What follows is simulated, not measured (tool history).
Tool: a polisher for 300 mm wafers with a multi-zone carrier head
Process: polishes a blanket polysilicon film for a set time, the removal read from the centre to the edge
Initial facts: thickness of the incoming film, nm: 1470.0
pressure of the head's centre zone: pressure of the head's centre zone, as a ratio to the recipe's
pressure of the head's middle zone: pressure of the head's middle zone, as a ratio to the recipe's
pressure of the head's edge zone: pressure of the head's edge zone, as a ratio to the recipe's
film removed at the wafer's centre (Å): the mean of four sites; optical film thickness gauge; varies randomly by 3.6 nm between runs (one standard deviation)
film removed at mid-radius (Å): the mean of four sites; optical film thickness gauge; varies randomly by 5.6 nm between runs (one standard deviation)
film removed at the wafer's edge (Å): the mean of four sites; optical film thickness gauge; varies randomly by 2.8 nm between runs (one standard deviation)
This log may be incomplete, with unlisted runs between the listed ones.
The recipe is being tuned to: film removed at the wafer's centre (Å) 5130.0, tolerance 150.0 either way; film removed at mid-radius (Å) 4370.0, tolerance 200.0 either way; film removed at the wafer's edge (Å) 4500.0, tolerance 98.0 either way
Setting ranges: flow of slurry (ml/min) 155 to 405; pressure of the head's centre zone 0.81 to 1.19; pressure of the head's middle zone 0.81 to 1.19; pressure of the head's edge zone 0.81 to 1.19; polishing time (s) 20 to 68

run    day  flow of slurry (ml/min)  pressure of the head's centre zone  pressure of the head's middle zone  pressure of the head's edge zone  polishing time (s)  film removed at the wafer's centre (Å)  film removed at mid-radius (Å)  film removed at the wafer's edge (Å)
  1  0.000                      260                                1.00                                1.00                              1.00                  44                                  3022.9                          2872.3                                2958.2
  2  0.208                      260                                1.00                                1.00                              1.04                  44                                  3053.4                          2872.0                                3017.6
  3  0.488                      280                                1.05                                1.03                              1.08                  49                                  3525.5                          3344.9                                3464.0
  4  0.767                      295                                1.10                                1.03                              1.08                  53                                  4015.0                          3758.1                                3792.6
  5  0.988                      295                                1.10                                1.03                              1.08                  44                                  3383.8                          3050.5                                3122.5
  6  1.071                      295                                1.10                                1.03                              1.08                  49                                  3724.5                          3336.6                                3498.9
  7  1.412                      315                                1.13                                1.03                              1.07                  53                                  4230.4                          3668.3                                3779.8
  8  1.717                      330                                1.15                                1.04                              1.09                  55                                  4416.0                          3860.3                                3967.5
  9  1.996                      330                                1.16                                1.04                              1.09                  57                                  4738.4                          4031.3                                4145.5
 10  2.146                      330                                1.17                                1.05                              1.11                  58                                  4776.2                          4124.6                                4207.0
 11  2.371                      335                                1.18                                1.05                              1.12                  59                                  4958.5                          4155.3                                4334.0

Below are 4 possible settings for the next run. Only one of them brings all results inside the allowed miss of their targets. Which is it?
  A  2.596                      360                                1.11                                0.89                              1.16                  60                                       ?                               ?                                     ?
  B  2.596                      335                                1.17                                0.98                              1.19                  59                                       ?                               ?                                     ?
  C  2.596                      405                                1.16                                1.03                              1.11                  60                                       ?                               ?                                     ?
  D  2.596                      345                                1.17                                1.05                              1.14                  63                                       ?                               ?                                     ?

move  film removed at the wafer's centre (Å)  film removed at mid-radius (Å)  film removed at the wafer's edge (Å)
   A                                  4816.1                          3805.3                                4550.1
   B                                  4925.3                          4005.2                                4494.7
   C                                  5110.8                          4353.0                                4490.6
   D                                  5286.8                          4547.7                                4704.1
A: brings the result that was furthest off to its target, and leaves another outside
B: brings the result that was furthest off to its target, and leaves another outside
C: every result lands within tolerance
D: takes the result that was furthest off past its target
Move C is the one to make.
